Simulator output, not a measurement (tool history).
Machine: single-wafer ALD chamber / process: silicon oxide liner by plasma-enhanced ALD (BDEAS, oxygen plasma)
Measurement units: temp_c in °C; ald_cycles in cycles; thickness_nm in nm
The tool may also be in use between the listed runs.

run	day	temp_c	ald_cycles	thickness_nm
1	0	315	76	6.4414
2	0.029	310	76	6.4891
3	0.3	318	76	6.4443
4	0.562	318	73	6.1989
5	0.625	318	71	5.9942
6	0.654	318	69	5.7923
7	0.771	318	69	5.8327
8	0.95	318	68	5.7489
9	1.025	318	67	5.6652
10	1.312	318	66	5.6044
11	1.679	318	65	5.5384
12	2.054	318	64	5.396
13	2.212	318	64	5.4042

Run 14 is up next; what results do you expect?
14	2.362	318	63	?

{"run 14": {"thickness_nm": 5.2854}}

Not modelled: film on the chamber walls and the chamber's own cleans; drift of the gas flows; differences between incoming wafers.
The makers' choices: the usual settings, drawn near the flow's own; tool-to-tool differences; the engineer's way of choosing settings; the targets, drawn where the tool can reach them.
